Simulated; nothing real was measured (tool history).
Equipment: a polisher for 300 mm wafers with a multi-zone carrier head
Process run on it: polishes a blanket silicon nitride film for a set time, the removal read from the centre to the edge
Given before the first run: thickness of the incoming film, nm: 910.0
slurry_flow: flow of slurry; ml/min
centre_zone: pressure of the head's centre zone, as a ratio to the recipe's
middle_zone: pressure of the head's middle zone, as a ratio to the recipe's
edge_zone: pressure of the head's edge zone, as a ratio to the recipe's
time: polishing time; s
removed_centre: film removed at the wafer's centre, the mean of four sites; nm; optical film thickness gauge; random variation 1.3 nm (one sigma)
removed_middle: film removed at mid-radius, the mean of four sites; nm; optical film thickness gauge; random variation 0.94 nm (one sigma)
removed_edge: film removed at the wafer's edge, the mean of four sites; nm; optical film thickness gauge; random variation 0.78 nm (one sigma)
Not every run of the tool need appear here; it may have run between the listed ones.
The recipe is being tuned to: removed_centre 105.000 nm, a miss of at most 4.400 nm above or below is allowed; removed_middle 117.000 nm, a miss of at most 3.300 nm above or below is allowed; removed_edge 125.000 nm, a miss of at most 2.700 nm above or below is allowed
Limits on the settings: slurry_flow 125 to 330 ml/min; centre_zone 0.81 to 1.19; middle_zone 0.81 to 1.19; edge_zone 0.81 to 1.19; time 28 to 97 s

{"run": 1, "hour": 0.0, "slurry_flow": 210, "centre_zone": 1.0, "middle_zone": 1.0, "edge_zone": 1.0, "time": 62, "removed_centre": 103.45, "removed_middle": 105.3, "removed_edge": 101.77}
{"run": 2, "hour": 6.6, "slurry_flow": 210, "centre_zone": 1.0, "middle_zone": 1.0, "edge_zone": 1.0, "time": 52, "removed_centre": 87.51, "removed_middle": 87.968, "removed_edge": 86.785}
{"run": 3, "hour": 7.8, "slurry_flow": 245, "centre_zone": 1.0, "middle_zone": 1.0, "edge_zone": 1.0, "time": 52, "removed_centre": 89.246, "removed_middle": 89.529, "removed_edge": 87.119}
{"run": 4, "hour": 12.6, "slurry_flow": 230, "centre_zone": 0.97, "middle_zone": 0.99, "edge_zone": 1.04, "time": 57, "removed_centre": 90.446, "removed_middle": 97.358, "removed_edge": 96.726}
{"run": 5, "hour": 14.4, "slurry_flow": 230, "centre_zone": 0.97, "middle_zone": 0.98, "edge_zone": 1.08, "time": 60, "removed_centre": 97.463, "removed_middle": 103.34, "removed_edge": 103.86}
{"run": 6, "hour": 17.0, "slurry_flow": 230, "centre_zone": 0.97, "middle_zone": 1.06, "edge_zone": 1.08, "time": 60, "removed_centre": 97.67, "removed_middle": 106.84, "removed_edge": 103.55}
{"run": 7, "hour": 20.9, "slurry_flow": 230, "centre_zone": 0.96, "middle_zone": 1.03, "edge_zone": 1.11, "time": 62, "removed_centre": 101.52, "removed_middle": 109.04, "removed_edge": 109.82}
{"run": 8, "hour": 25.7, "slurry_flow": 235, "centre_zone": 0.95, "middle_zone": 1.02, "edge_zone": 1.13, "time": 63, "removed_centre": 102.12, "removed_middle": 109.64, "removed_edge": 111.51}
{"run": 9, "hour": 27.6, "slurry_flow": 235, "centre_zone": 0.95, "middle_zone": 1.02, "edge_zone": 1.13, "time": 63, "removed_centre": 104.01, "removed_middle": 111.37, "removed_edge": 111.68}
{"run": 10, "hour": 29.8, "slurry_flow": 285, "centre_zone": 0.86, "middle_zone": 0.97, "edge_zone": 1.19, "time": 67, "removed_centre": 98.899, "removed_middle": 114.67, "removed_edge": 124.12}

Which of these 5 next moves meets every target?
{"run": "A", "hour": 32.0, "slurry_flow": 280, "centre_zone": 0.86, "middle_zone": 0.86, "edge_zone": 1.19, "time": 71, "removed_centre": "?", "removed_middle": "?", "removed_edge": "?"}
{"run": "B", "hour": 32.0, "slurry_flow": 290, "centre_zone": 0.83, "middle_zone": 0.91, "edge_zone": 1.19, "time": 68, "removed_centre": "?", "removed_middle": "?", "removed_edge": "?"}
{"run": "C", "hour": 32.0, "slurry_flow": 285, "centre_zone": 0.88, "middle_zone": 0.95, "edge_zone": 1.14, "time": 69, "removed_centre": "?", "removed_middle": "?", "removed_edge": "?"}
{"run": "D", "hour": 32.0, "slurry_flow": 285, "centre_zone": 0.84, "middle_zone": 1.01, "edge_zone": 1.16, "time": 65, "removed_centre": "?", "removed_middle": "?", "removed_edge": "?"}
{"run": "E", "hour": 32.0, "slurry_flow": 320, "centre_zone": 0.97, "middle_zone": 0.97, "edge_zone": 1.04, "time": 67, "removed_centre": "?", "removed_middle": "?", "removed_edge": "?"}

move=A removed_centre=107.070 removed_middle=109.880 removed_edge=130.180
move=B removed_centre=99.600 removed_middle=110.690 removed_edge=124.940
move=C removed_centre=106.620 removed_middle=116.190 removed_edge=123.900
move=D removed_centre=96.164 removed_middle=115.270 removed_edge=117.620
move=E removed_centre=114.970 removed_middle=116.080 removed_edge=116.150
A: corrects the largest miss of the last run, while another result sits out of spec
B: further off than the last run
C: every result within its allowed miss
D: further off than the last run
E: takes the biggest miss from the last run beyond its target
Go with C: it meets all targets.
